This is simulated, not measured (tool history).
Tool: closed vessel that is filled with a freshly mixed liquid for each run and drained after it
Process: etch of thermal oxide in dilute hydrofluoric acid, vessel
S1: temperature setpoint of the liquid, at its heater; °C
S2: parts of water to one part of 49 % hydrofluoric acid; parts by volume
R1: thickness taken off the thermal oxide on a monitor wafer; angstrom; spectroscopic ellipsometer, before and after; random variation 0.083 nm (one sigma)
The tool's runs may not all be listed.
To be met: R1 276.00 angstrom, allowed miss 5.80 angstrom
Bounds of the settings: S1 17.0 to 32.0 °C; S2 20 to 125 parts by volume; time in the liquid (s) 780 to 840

{"run": 1, "day": 0.0, "S1": 24.0, "S2": 70, "time in the liquid (s)": 780, "R1": 537.43}
{"run": 2, "day": 0.179, "S1": 23.0, "S2": 75, "time in the liquid (s)": 780, "R1": 480.42}
{"run": 3, "day": 0.508, "S1": 23.0, "S2": 75, "time in the liquid (s)": 780, "R1": 480.88}
{"run": 4, "day": 0.796, "S1": 25.5, "S2": 75, "time in the liquid (s)": 780, "R1": 531.12}
{"run": 5, "day": 0.95, "S1": 24.0, "S2": 80, "time in the liquid (s)": 780, "R1": 466.69}
{"run": 6, "day": 1.183, "S1": 23.0, "S2": 85, "time in the liquid (s)": 780, "R1": 417.44}
{"run": 7, "day": 1.492, "S1": 22.0, "S2": 85, "time in the liquid (s)": 780, "R1": 400.14}
{"run": 8, "day": 1.629, "S1": 21.0, "S2": 85, "time in the liquid (s)": 780, "R1": 386.26}
{"run": 9, "day": 1.688, "S1": 20.5, "S2": 85, "time in the liquid (s)": 780, "R1": 381.02}
{"run": 10, "day": 1.762, "S1": 20.0, "S2": 85, "time in the liquid (s)": 780, "R1": 370.12}
{"run": 11, "day": 1.862, "S1": 19.5, "S2": 85, "time in the liquid (s)": 780, "R1": 363.74}
{"run": 12, "day": 2.142, "S1": 19.0, "S2": 85, "time in the liquid (s)": 780, "R1": 356.9}
{"run": 13, "day": 2.267, "S1": 18.5, "S2": 85, "time in the liquid (s)": 780, "R1": 350.54}
{"run": 14, "day": 2.588, "S1": 18.0, "S2": 85, "time in the liquid (s)": 780, "R1": 341.07}
{"run": 15, "day": 2.975, "S1": 17.5, "S2": 90, "time in the liquid (s)": 780, "R1": 313.52}
{"run": 16, "day": 3.192, "S1": 17.0, "S2": 95, "time in the liquid (s)": 780, "R1": 289.17}

Which of these 5 next moves meets every target?
{"run": "A", "day": 3.408, "S1": 18.0, "S2": 105, "time in the liquid (s)": 840, "R1": "?"}
{"run": "B", "day": 3.408, "S1": 17.0, "S2": 100, "time in the liquid (s)": 840, "R1": "?"}
{"run": "C", "day": 3.408, "S1": 17.0, "S2": 100, "time in the liquid (s)": 820, "R1": "?"}
{"run": "D", "day": 3.408, "S1": 17.0, "S2": 100, "time in the liquid (s)": 780, "R1": "?"}
{"run": "E", "day": 3.408, "S1": 19.0, "S2": 105, "time in the liquid (s)": 790, "R1": "?"}

move=A R1=289.83
move=B R1=293.36
move=C R1=286.37
move=D R1=272.40
move=E R1=284.13
A: further off than the last run
B: further off than the last run
C: nearer than the last run, and not there yet
D: meets every target
E: nearer than the last run, and not there yet
The right move is D.
